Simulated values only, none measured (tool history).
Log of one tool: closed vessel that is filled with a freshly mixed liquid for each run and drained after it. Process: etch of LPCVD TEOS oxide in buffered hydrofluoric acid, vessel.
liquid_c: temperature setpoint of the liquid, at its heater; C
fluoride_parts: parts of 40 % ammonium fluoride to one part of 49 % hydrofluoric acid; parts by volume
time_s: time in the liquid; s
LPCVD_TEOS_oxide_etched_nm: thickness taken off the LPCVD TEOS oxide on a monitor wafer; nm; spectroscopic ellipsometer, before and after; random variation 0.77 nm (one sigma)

run  hour  liquid_c  fluoride_parts  time_s  LPCVD_TEOS_oxide_etched_nm
  1   0.0      23.0               8      30                      184.09
  2   1.0      23.0               8      30                      186.46
  3   8.9      23.0               8      30                      186.10
  4  10.6      23.0               9      30                      163.05
  5  11.8      22.5               9      30                      158.87
  6  14.9      19.0               9      30                      130.15

Forecast run 7:
  7  24.2      20.0               9      30                           ?

LPCVD_TEOS_oxide_etched_nm: 137.09 nm
